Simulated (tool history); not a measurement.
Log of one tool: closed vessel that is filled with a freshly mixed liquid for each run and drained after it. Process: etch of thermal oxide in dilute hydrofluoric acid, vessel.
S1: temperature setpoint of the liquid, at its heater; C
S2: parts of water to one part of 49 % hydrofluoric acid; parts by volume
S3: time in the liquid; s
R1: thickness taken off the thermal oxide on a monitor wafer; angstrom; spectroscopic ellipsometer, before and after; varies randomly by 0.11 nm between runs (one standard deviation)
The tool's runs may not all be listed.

run  hour  S1   S2   S3      R1
  1     0  25  120  180  59.915
  2   3.4  25  100  180  74.472
  3  10.8  25  100  140  59.042
  4    17  25   85  140  69.446
  5  22.7  25   85  140  70.059
     30.9  -- thermometer replaced
  6  30.9  25   55  140  120.86
  7  31.7  27   55  140   131.6

Run 8 comes next. What will it give?
  8  38.4  27.5  55  140   ?

{"run 8": {"R1": 135.67}}

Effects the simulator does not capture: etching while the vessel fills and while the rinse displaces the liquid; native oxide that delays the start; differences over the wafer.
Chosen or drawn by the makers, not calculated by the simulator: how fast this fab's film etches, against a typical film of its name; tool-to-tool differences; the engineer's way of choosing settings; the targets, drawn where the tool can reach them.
